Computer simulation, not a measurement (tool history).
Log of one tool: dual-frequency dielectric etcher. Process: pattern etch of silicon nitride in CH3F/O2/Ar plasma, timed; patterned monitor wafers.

run	day	source power (W)	bias power (W)	etch time (s)	mean etch depth across the wafer (angstrom)
1	0.000	550	68	69	513.94
2	0.354	550	60	69	498.20
3	0.612	620	60	69	527.23
4	0.946	620	69	69	547.95
5	1.033	620	78	69	565.10
6	1.158	640	78	69	569.26

Forecast run 7:
7	1.425	650	79	69	?

mean etch depth across the wafer (angstrom): 579.55

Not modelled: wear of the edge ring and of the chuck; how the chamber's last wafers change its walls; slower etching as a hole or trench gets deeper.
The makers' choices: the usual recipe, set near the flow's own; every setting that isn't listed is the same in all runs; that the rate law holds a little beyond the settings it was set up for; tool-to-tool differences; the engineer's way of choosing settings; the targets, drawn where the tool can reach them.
